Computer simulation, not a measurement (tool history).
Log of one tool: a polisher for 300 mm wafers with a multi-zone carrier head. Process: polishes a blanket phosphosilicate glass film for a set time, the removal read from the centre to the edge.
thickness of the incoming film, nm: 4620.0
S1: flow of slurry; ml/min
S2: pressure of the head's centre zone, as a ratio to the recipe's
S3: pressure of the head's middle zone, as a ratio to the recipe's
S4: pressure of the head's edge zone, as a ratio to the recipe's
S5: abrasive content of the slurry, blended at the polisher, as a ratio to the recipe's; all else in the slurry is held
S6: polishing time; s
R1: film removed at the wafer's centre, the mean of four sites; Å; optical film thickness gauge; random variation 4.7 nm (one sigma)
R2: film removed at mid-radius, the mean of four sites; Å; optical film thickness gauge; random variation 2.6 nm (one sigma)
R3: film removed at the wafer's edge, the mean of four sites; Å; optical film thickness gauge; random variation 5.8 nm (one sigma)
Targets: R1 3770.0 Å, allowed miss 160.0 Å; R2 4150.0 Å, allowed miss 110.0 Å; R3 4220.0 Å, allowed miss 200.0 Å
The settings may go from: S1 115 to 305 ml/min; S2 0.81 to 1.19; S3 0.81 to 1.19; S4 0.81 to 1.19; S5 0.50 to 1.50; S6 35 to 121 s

{"run": 1, "hour": 0.0, "S1": 195, "S2": 1.0, "S3": 1.0, "S4": 1.0, "S5": 1.0, "S6": 78, "R1": 5007.1, "R2": 4972.1, "R3": 5044.0}
{"run": 2, "hour": 3.7, "S1": 195, "S2": 1.03, "S3": 1.0, "S4": 1.0, "S5": 1.0, "S6": 78, "R1": 5213.5, "R2": 5023.7, "R3": 5090.7}
{"run": 3, "hour": 8.3, "S1": 195, "S2": 1.03, "S3": 1.04, "S4": 1.0, "S5": 1.0, "S6": 78, "R1": 5155.4, "R2": 5109.0, "R3": 5082.4}
{"run": 4, "hour": 10.4, "S1": 180, "S2": 0.97, "S3": 1.0, "S4": 0.97, "S5": 0.95, "S6": 78, "R1": 4640.7, "R2": 4789.0, "R3": 4823.7}
{"run": 5, "hour": 15.7, "S1": 170, "S2": 0.94, "S3": 0.98, "S4": 0.94, "S5": 0.9, "S6": 78, "R1": 4361.0, "R2": 4541.7, "R3": 4583.7}
{"run": 6, "hour": 22.3, "S1": 160, "S2": 0.91, "S3": 0.97, "S4": 0.92, "S5": 0.9, "S6": 78, "R1": 4195.1, "R2": 4484.7, "R3": 4490.1}
{"run": 7, "hour": 27.9, "S1": 155, "S2": 0.89, "S3": 0.96, "S4": 0.91, "S5": 0.9, "S6": 78, "R1": 4139.3, "R2": 4388.0, "R3": 4550.8}
{"run": 8, "hour": 32.9, "S1": 150, "S2": 0.88, "S3": 0.96, "S4": 0.89, "S5": 0.85, "S6": 78, "R1": 3937.1, "R2": 4308.2, "R3": 4203.8}

5 next moves are on the table. One of them brings every result within its allowed miss. Which?
{"run": "A", "hour": 37.9, "S1": 115, "S2": 0.85, "S3": 0.91, "S4": 0.81, "S5": 0.75, "S6": 91, "R1": "?", "R2": "?", "R3": "?"}
{"run": "B", "hour": 37.9, "S1": 180, "S2": 0.97, "S3": 0.89, "S4": 0.83, "S5": 0.8, "S6": 78, "R1": "?", "R2": "?", "R3": "?"}
{"run": "C", "hour": 37.9, "S1": 155, "S2": 0.89, "S3": 0.97, "S4": 0.92, "S5": 0.85, "S6": 80, "R1": "?", "R2": "?", "R3": "?"}
{"run": "D", "hour": 37.9, "S1": 125, "S2": 1.0, "S3": 0.9, "S4": 0.81, "S5": 0.75, "S6": 89, "R1": "?", "R2": "?", "R3": "?"}
{"run": "E", "hour": 37.9, "S1": 140, "S2": 0.86, "S3": 1.03, "S4": 0.91, "S5": 0.95, "S6": 74, "R1": "?", "R2": "?", "R3": "?"}

move=A R1=3864.0 R2=4222.9 R3=4250.7
move=B R1=4393.8 R2=4074.6 R3=4097.6
move=C R1=4126.5 R2=4492.7 R3=4434.9
move=D R1=4563.7 R2=4189.9 R3=4228.0
move=E R1=3786.9 R2=4499.6 R3=4224.8
A: meets every target
B: brings the result that was furthest off to its target, and leaves another outside
C: further off than the last run
D: brings the result that was furthest off to its target, and leaves another outside
E: further off than the last run
The right move is A.
